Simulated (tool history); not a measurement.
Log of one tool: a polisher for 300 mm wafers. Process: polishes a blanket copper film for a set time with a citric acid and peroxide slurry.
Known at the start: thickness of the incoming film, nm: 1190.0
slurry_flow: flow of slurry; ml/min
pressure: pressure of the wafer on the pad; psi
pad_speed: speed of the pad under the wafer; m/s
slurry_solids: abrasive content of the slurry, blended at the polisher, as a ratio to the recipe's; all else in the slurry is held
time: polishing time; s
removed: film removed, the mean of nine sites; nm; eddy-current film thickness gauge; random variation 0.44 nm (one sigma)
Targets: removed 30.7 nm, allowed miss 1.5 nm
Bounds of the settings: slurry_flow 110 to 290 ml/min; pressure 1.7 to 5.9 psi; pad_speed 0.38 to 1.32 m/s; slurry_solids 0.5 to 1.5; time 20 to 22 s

run  hour  slurry_flow  pressure  pad_speed  slurry_solids  time  removed
  1     0          185       3.8       0.84              1    22   46.423
  2   7.3          185       3.8       0.84              1    22   44.766
  3  14.6          185       3.5       0.84              1    22   41.042
  4  19.2          185       3.3       0.84              1    22   40.204
  5  24.9          185       3.1       0.84              1    22   37.356
  6  26.9          185       3.9       0.84              1    22   45.927
  7  27.4          185       3.6       0.84              1    22   43.521
  8  34.5          185       3.3       0.84              1    22   38.903
  9  41.2          185       3.1       0.84              1    22   36.654
     43.6  -- worn pad replaced by a new one
 10  43.6          185         3       0.84              1    22    40.49
 11    49          185       2.8        0.8              1    22   36.349
 12  50.7          185       2.6        0.8              1    22   33.218

Which of these 5 next moves meets every target?
  A  52.4          190       2.6       0.84           0.95    22        ?
  B  52.4          250       2.5       0.82           1.15    22        ?
  C  52.4          115       3.2       0.78            1.1    20        ?
  D  52.4          205       3.5       0.52            1.1    22        ?
  E  52.4          160       3.5       0.68            0.9    21        ?

move  removed
   A   34.224
   B   34.808
   C   34.678
   D   30.131
   E   34.309
A: further off than the last run
B: further off than the last run
C: further off than the last run
D: meets every target
E: further off than the last run
Answer: D
